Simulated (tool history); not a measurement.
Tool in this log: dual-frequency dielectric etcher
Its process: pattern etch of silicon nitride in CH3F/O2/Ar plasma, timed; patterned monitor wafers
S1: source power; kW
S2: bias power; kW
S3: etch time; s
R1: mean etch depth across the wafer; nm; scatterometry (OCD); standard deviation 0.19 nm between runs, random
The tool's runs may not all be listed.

| run | hour | S1 | S2 | S3 | R1 |
|---|---|---|---|---|---|
| 1 | 0.0 | 0.380 | 0.071 | 68.0 | 48.491 |
| 2 | 2.0 | 0.410 | 0.072 | 68.0 | 49.982 |
| 3 | 5.2 | 0.410 | 0.064 | 68.0 | 47.111 |
| 4 | 6.7 | 0.410 | 0.053 | 68.0 | 43.504 |
| 5 | 14.2 | 0.410 | 0.053 | 68.0 | 43.040 |
| 6 | 21.8 | 0.440 | 0.058 | 68.0 | 45.879 |

Expected results for the next run?
| 7 | 27.7 | 0.460 | 0.062 | 68.0 | ? |

R1: 48.308 nm
